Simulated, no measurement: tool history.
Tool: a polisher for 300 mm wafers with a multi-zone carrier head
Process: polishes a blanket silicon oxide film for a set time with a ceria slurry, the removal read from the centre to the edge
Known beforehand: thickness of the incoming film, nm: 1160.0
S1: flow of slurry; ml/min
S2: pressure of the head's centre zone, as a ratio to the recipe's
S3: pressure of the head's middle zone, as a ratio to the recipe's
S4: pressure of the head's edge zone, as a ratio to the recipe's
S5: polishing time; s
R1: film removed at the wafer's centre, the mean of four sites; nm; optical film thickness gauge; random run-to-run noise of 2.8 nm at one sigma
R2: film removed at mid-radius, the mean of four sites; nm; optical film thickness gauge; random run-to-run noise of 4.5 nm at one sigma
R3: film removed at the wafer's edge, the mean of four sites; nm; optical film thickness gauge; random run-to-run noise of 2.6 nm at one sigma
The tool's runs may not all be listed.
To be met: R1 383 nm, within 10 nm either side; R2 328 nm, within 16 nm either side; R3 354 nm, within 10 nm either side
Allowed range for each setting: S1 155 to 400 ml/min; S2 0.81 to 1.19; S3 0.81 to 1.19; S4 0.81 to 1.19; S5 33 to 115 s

{"run": 1, "hour": 0.0, "S1": 255, "S2": 1, "S3": 1, "S4": 1, "S5": 73, "R1": 485.02, "R2": 469.06, "R3": 479.73}
{"run": 2, "hour": 2.5, "S1": 255, "S2": 1, "S3": 0.98, "S4": 0.98, "S5": 71, "R1": 476.72, "R2": 455.99, "R3": 475.75}
{"run": 3, "hour": 3.1, "S1": 255, "S2": 1, "S3": 1.04, "S4": 0.98, "S5": 71, "R1": 460.35, "R2": 465.41, "R3": 461.56}
{"run": 4, "hour": 11.9, "S1": 250, "S2": 1.01, "S3": 1.03, "S4": 0.98, "S5": 68, "R1": 452.81, "R2": 452.12, "R3": 447.87}
{"run": 5, "hour": 14.6, "S1": 225, "S2": 1.01, "S3": 1.03, "S4": 0.98, "S5": 68, "R1": 447.37, "R2": 447.25, "R3": 445.59}
{"run": 6, "hour": 18.0, "S1": 265, "S2": 1.01, "S3": 1.03, "S4": 0.98, "S5": 68, "R1": 454.89, "R2": 455.22, "R3": 448.93}
{"run": 7, "hour": 23.1, "S1": 260, "S2": 1.02, "S3": 1.01, "S4": 0.97, "S5": 65, "R1": 438.59, "R2": 428.34, "R3": 427.08}
{"run": 8, "hour": 25.8, "S1": 260, "S2": 1.02, "S3": 0.99, "S4": 0.96, "S5": 63, "R1": 421.57, "R2": 413.58, "R3": 411.34}
{"run": 9, "hour": 32.9, "S1": 255, "S2": 1.03, "S3": 0.97, "S4": 0.95, "S5": 62, "R1": 423.84, "R2": 396.03, "R3": 401.02}
{"run": 10, "hour": 37.6, "S1": 210, "S2": 0.97, "S3": 0.87, "S4": 0.85, "S5": 58, "R1": 365.54, "R2": 340.55, "R3": 366.92}

Next run, 5 choices. One meets every target within its allowed miss, the rest don't. Which?
{"run": "A", "hour": 42.3, "S1": 185, "S2": 0.94, "S3": 0.91, "S4": 0.84, "S5": 57, "R1": "?", "R2": "?", "R3": "?"}
{"run": "B", "hour": 42.3, "S1": 165, "S2": 0.97, "S3": 0.82, "S4": 0.82, "S5": 62, "R1": "?", "R2": "?", "R3": "?"}
{"run": "C", "hour": 42.3, "S1": 205, "S2": 1.02, "S3": 0.97, "S4": 0.81, "S5": 58, "R1": "?", "R2": "?", "R3": "?"}
{"run": "D", "hour": 42.3, "S1": 170, "S2": 0.98, "S3": 0.97, "S4": 0.81, "S5": 58, "R1": "?", "R2": "?", "R3": "?"}
{"run": "E", "hour": 42.3, "S1": 190, "S2": 1.06, "S3": 0.87, "S4": 0.86, "S5": 57, "R1": "?", "R2": "?", "R3": "?"}

move=A R1=341.8 R2=340.14 R3=349.99
move=B R1=376.94 R2=340.54 R3=374.43
move=C R1=383.24 R2=365.66 R3=356.01
move=D R1=358.26 R2=357 R3=349.69
move=E R1=387.19 R2=331.22 R3=353.18
A: the biggest miss grows against the last run
B: puts the biggest miss on target and leaves a different result outside tolerance
C: puts the biggest miss on target and leaves a different result outside tolerance
D: the biggest miss grows against the last run
E: every result lands within tolerance
Move E is the one to make.
